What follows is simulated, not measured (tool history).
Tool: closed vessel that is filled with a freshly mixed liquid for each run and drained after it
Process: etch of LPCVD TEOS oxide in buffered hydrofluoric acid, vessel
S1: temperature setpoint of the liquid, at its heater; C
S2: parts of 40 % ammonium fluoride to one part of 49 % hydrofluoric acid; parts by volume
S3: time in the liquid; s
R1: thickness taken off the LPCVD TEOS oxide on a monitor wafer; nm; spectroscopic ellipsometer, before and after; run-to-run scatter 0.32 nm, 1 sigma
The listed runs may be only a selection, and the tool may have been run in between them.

run  hour    S1    S2  S3      R1
  1   0.0  24.0  20.5  30  56.325
  2   1.7  24.0  20.5  30  56.159
  3   9.9  24.0  25.5  30  47.919
  4  18.0  22.5  25.5  30  43.976
  5  24.0  24.0  25.5  30  48.142
  6  25.5  25.5  25.5  30  51.879
  7  29.0  26.5  25.5  30  54.958

Forecast run 8:
  8  35.0  27.0  25.5  30   ?

R1: 56.800 nm
